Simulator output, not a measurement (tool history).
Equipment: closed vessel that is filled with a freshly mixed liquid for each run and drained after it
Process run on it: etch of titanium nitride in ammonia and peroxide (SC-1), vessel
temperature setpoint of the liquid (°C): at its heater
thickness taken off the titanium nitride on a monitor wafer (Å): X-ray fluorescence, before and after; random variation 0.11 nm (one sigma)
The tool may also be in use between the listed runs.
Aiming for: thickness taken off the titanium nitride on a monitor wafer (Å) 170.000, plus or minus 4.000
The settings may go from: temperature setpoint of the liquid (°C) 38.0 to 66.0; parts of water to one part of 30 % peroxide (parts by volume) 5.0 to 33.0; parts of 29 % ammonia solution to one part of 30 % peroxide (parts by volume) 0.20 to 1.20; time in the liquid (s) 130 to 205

run	day	temperature setpoint of the liquid (°C)	parts of water to one part of 30 % peroxide (parts by volume)	parts of 29 % ammonia solution to one part of 30 % peroxide (parts by volume)	time in the liquid (s)	thickness taken off the titanium nitride on a monitor wafer (Å)
1	0.000	50.0	18.5	0.70	205	61.320
2	0.329	51.5	18.5	0.70	205	68.549
3	0.496	53.0	18.5	0.70	205	77.680
4	0.600	54.0	18.5	0.70	205	82.603
5	0.879	55.0	18.5	0.70	205	87.840
6	1.129	52.5	18.5	0.70	205	74.070
7	1.367	60.5	18.5	0.70	205	127.540
8	1.521	61.0	18.5	0.70	205	131.860
9	1.604	61.5	18.5	0.70	205	133.840
10	1.858	62.0	18.5	0.70	205	139.900
11	2.142	65.5	18.5	0.70	205	175.640

5 next moves are on the table. One of them brings every result within its allowed miss. Which?
A	2.425	63.5	12.5	0.60	200	?
B	2.425	66.0	17.5	0.70	200	?
C	2.425	66.0	18.5	0.75	200	?
D	2.425	63.0	6.5	0.95	130	?
E	2.425	65.0	19.5	0.60	200	?

move	thickness taken off the titanium nitride on a monitor wafer (Å)
A	180.570
B	181.740
C	178.470
D	169.350
E	156.190
A: moves away from the targets compared with the last run
B: moves away from the targets compared with the last run
C: moves away from the targets compared with the last run
D: every result lands within tolerance
E: takes the result that was furthest off past its target
Go with D: it meets all targets.
